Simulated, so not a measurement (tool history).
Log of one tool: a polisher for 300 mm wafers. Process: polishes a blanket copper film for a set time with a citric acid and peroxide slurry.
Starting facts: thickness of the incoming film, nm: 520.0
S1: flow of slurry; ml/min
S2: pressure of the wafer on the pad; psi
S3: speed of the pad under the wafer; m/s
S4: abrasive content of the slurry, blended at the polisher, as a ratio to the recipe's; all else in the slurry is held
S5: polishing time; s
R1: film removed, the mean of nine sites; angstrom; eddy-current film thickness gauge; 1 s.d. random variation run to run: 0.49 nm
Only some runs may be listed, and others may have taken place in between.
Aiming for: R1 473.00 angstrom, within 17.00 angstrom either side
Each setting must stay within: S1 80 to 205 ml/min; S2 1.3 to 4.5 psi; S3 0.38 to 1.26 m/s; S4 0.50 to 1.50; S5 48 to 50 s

Run 1, hour 0.0: S1 135 ml/min, S2 2.9 psi, S3 0.82 m/s, S4 1.00, S5 48 s. Result: R1 734.65 angstrom.
Run 2, hour 7.1: S1 135 ml/min, S2 2.7 psi, S3 0.82 m/s, S4 1.00, S5 48 s. Result: R1 678.83 angstrom.
Run 3, hour 15.5: S1 135 ml/min, S2 2.5 psi, S3 0.82 m/s, S4 1.00, S5 48 s. Result: R1 623.64 angstrom.
Run 4, hour 24.5: S1 135 ml/min, S2 2.4 psi, S3 0.82 m/s, S4 1.00, S5 48 s. Result: R1 615.78 angstrom.
Run 5, hour 33.3: S1 135 ml/min, S2 2.3 psi, S3 0.82 m/s, S4 1.00, S5 48 s. Result: R1 584.82 angstrom.
Run 6, hour 35.3: S1 135 ml/min, S2 2.3 psi, S3 0.82 m/s, S4 1.00, S5 48 s. Result: R1 578.82 angstrom.
Run 7, hour 37.7: S1 135 ml/min, S2 2.2 psi, S3 0.82 m/s, S4 1.00, S5 48 s. Result: R1 553.19 angstrom.
Run 8, hour 39.0: S1 135 ml/min, S2 2.1 psi, S3 0.82 m/s, S4 1.00, S5 48 s. Result: R1 541.79 angstrom.
At hour 47.8: slurry nozzle cleaned.
Run 9, hour 47.8: S1 135 ml/min, S2 2.0 psi, S3 0.82 m/s, S4 1.00, S5 48 s. Result: R1 547.93 angstrom.
Run 10, hour 55.3: S1 135 ml/min, S2 1.9 psi, S3 0.82 m/s, S4 1.00, S5 48 s. Result: R1 511.58 angstrom.

Exactly one of the 5 candidate moves below puts every result within its allowed miss. Which one?
Run A, hour 62.8: S1 90 ml/min, S2 2.6 psi, S3 0.62 m/s, S4 1.00, S5 48 s. Result: R1 ?.
Run B, hour 62.8: S1 125 ml/min, S2 1.3 psi, S3 1.02 m/s, S4 0.95, S5 50 s. Result: R1 ?.
Run C, hour 62.8: S1 135 ml/min, S2 1.8 psi, S3 0.72 m/s, S4 1.10, S5 48 s. Result: R1 ?.
Run D, hour 62.8: S1 130 ml/min, S2 2.0 psi, S3 0.64 m/s, S4 1.05, S5 49 s. Result: R1 ?.
Run E, hour 62.8: S1 130 ml/min, S2 1.6 psi, S3 0.82 m/s, S4 1.05, S5 48 s. Result: R1 ?.

move      R1
   A  479.15
   B  449.19
   C  441.52
   D  437.87
   E  439.07
A: each result inside its tolerance
B: takes the biggest miss from the last run beyond its target
C: takes the biggest miss from the last run beyond its target
D: takes the biggest miss from the last run beyond its target
E: takes the biggest miss from the last run beyond its target
The move that meets every target is A.
